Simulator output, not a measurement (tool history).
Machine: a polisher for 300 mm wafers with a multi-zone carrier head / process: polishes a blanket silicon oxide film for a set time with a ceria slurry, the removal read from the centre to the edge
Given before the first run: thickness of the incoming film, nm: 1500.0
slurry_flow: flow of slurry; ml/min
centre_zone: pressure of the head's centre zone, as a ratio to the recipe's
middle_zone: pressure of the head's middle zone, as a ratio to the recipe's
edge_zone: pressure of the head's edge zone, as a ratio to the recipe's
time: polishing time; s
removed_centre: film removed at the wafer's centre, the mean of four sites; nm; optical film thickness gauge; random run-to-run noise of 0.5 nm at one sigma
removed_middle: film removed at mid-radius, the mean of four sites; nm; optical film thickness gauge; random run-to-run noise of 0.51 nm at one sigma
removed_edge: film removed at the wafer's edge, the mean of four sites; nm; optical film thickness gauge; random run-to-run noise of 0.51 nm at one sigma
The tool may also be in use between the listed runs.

| run | day | slurry_flow | centre_zone | middle_zone | edge_zone | time | removed_centre | removed_middle | removed_edge |
|---|---|---|---|---|---|---|---|---|---|
| 1 | 0 | 255 | 1 | 1 | 1 | 33 | 97.635 | 100.23 | 99.814 |
| 2 | 0.371 | 255 | 0.92 | 1 | 1 | 33 | 90.172 | 100.14 | 102.23 |
| 3 | 0.7 | 255 | 0.92 | 0.96 | 1 | 33 | 90.483 | 96.738 | 100.43 |
| 4 | 0.95 | 240 | 0.89 | 0.96 | 0.95 | 31 | 81.687 | 90.01 | 91.288 |
| 5 | 1.112 | 225 | 0.86 | 0.96 | 0.92 | 30 | 75.24 | 86.92 | 86.985 |
| 6 | 1.475 | 225 | 0.86 | 0.96 | 0.98 | 30 | 75.223 | 87.229 | 88.562 |
| 7 | 1.8 | 205 | 0.85 | 0.95 | 0.94 | 29 | 70.142 | 82.378 | 83.985 |

For run 8, what comes out?
| 8 | 1.867 | 195 | 0.85 | 0.95 | 0.9 | 29 | ? | ? | ? |

{"run 8": {"removed_centre": 70.349, "removed_middle": 81.141, "removed_edge": 81.104}}

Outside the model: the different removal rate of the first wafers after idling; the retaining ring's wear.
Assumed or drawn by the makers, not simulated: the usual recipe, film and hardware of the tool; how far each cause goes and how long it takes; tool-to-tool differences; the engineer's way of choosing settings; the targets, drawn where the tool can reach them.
